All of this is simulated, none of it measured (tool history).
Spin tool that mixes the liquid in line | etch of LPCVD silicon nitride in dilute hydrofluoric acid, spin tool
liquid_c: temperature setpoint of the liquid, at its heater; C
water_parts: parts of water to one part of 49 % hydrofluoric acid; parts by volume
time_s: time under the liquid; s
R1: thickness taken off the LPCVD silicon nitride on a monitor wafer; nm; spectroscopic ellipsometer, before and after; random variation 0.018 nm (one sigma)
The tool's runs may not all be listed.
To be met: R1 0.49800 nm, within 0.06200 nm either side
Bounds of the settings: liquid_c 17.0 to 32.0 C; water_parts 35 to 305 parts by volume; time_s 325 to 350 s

{"run": 1, "hour": 0.0, "liquid_c": 24.0, "water_parts": 170, "time_s": 325, "R1": 0.9486}
{"run": 2, "hour": 2.2, "liquid_c": 27.0, "water_parts": 170, "time_s": 325, "R1": 1.1205}
{"run": 3, "hour": 4.5, "liquid_c": 25.5, "water_parts": 195, "time_s": 325, "R1": 0.91563}
{"run": 4, "hour": 11.2, "liquid_c": 25.5, "water_parts": 195, "time_s": 350, "R1": 0.90742}
{"run": 5, "hour": 13.8, "liquid_c": 24.5, "water_parts": 210, "time_s": 345, "R1": 0.88167}
{"run": 6, "hour": 19.7, "liquid_c": 23.5, "water_parts": 235, "time_s": 340, "R1": 0.70334}
{"run": 7, "hour": 23.6, "liquid_c": 23.0, "water_parts": 245, "time_s": 335, "R1": 0.61785}
{"run": 8, "hour": 25.0, "liquid_c": 22.5, "water_parts": 250, "time_s": 335, "R1": 0.59094}
{"run": 9, "hour": 31.3, "liquid_c": 22.0, "water_parts": 255, "time_s": 335, "R1": 0.588}
{"run": 10, "hour": 38.4, "liquid_c": 22.0, "water_parts": 260, "time_s": 335, "R1": 0.55118}

Which single option among these 5 for the next run brings every result within its allowed miss of target? Just one does.
{"run": "A", "hour": 45.5, "liquid_c": 19.5, "water_parts": 200, "time_s": 350, "R1": "?"}
{"run": "B", "hour": 45.5, "liquid_c": 23.0, "water_parts": 230, "time_s": 340, "R1": "?"}
{"run": "C", "hour": 45.5, "liquid_c": 23.0, "water_parts": 255, "time_s": 350, "R1": "?"}
{"run": "D", "hour": 45.5, "liquid_c": 19.0, "water_parts": 240, "time_s": 340, "R1": "?"}
{"run": "E", "hour": 45.5, "liquid_c": 26.5, "water_parts": 285, "time_s": 325, "R1": "?"}

move=A R1=0.66376
move=B R1=0.70408
move=C R1=0.65476
move=D R1=0.52336
move=E R1=0.67309
A: further off than the last run
B: further off than the last run
C: further off than the last run
D: all results land within tolerance of their targets
E: further off than the last run
So the answer is move D, the one that meets all the targets.

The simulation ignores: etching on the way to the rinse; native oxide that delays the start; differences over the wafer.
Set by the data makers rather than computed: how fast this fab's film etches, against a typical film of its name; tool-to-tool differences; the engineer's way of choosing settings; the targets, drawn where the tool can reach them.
